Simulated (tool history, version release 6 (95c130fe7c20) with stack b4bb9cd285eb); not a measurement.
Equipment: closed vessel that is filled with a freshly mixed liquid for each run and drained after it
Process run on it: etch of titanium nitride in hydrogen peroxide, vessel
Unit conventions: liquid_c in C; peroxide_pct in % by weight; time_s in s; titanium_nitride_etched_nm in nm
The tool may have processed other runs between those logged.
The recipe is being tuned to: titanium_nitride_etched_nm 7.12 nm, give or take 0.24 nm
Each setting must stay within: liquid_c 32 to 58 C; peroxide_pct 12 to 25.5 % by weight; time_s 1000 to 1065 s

run  hour  liquid_c  peroxide_pct  time_s  titanium_nitride_etched_nm
  1     0        42          17.5    1000                       11.96
  2   5.4        42            15    1000                      11.583
  3   7.3        42          18.5    1000                      12.034
  4  15.8        40          18.5    1000                       10.54
  5  22.8        40          18.5    1065                      11.352
  6  31.7        38          18.5    1065                      9.7216
  7  35.9        37          18.5    1065                       8.827
  8  44.2        36          18.5    1065                      8.1652
  9  50.9      35.5          18.5    1065                      7.7412
 10  57.1      35.5          18.5    1065                      7.8309
 11  62.1        35          18.5    1065                      7.5272

4 candidate next runs follow, results not yet known. Just one meets every target within its allowed miss. Identify it.
  A  67.1      35.5          18.5    1040                           ?
  B  67.1        36          19.5    1065                           ?
  C  67.1      36.5            19    1000                           ?
  D  67.1      34.5          17.5    1065                           ?

move  titanium_nitride_etched_nm
   A                        7.76
   B                      8.3601
   C                      8.1202
   D                      7.2538
A: moves away from the targets compared with the last run
B: moves away from the targets compared with the last run
C: moves away from the targets compared with the last run
D: all results in spec
Go with D: it meets all targets.

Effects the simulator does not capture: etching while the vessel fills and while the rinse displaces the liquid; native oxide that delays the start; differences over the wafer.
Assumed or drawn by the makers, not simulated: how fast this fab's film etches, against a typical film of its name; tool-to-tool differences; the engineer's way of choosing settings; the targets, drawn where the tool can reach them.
